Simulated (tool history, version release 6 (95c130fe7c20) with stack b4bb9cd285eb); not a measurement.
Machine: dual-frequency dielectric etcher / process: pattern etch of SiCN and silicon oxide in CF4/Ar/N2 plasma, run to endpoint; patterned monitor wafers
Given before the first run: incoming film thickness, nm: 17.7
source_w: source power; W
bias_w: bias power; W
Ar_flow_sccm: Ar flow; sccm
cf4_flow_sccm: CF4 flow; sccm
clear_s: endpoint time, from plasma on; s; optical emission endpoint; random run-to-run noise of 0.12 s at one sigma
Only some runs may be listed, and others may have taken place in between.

Run 1, day 0: source_w 430 W, bias_w 80 W, Ar_flow_sccm 84 sccm, cf4_flow_sccm 43 sccm. Result: clear_s 21.233 s.
Run 2, day 0.029: source_w 440 W, bias_w 80 W, Ar_flow_sccm 84 sccm, cf4_flow_sccm 43 sccm. Result: clear_s 20.728 s.
Run 3, day 0.392: source_w 450 W, bias_w 80 W, Ar_flow_sccm 84 sccm, cf4_flow_sccm 43 sccm. Result: clear_s 20.181 s.
Run 4, day 0.438: source_w 450 W, bias_w 69 W, Ar_flow_sccm 84 sccm, cf4_flow_sccm 43 sccm. Result: clear_s 21.274 s.
Run 5, day 0.479: source_w 450 W, bias_w 69 W, Ar_flow_sccm 84 sccm, cf4_flow_sccm 46 sccm. Result: clear_s 21.091 s.
Run 6, day 0.825: source_w 450 W, bias_w 69 W, Ar_flow_sccm 71 sccm, cf4_flow_sccm 46 sccm. Result: clear_s 20.195 s.

For run 7, what comes out?
Run 7, day 0.908: source_w 460 W, bias_w 69 W, Ar_flow_sccm 71 sccm, cf4_flow_sccm 46 sccm. Result: clear_s ?.

Run 7 gave clear_s 19.816 s.

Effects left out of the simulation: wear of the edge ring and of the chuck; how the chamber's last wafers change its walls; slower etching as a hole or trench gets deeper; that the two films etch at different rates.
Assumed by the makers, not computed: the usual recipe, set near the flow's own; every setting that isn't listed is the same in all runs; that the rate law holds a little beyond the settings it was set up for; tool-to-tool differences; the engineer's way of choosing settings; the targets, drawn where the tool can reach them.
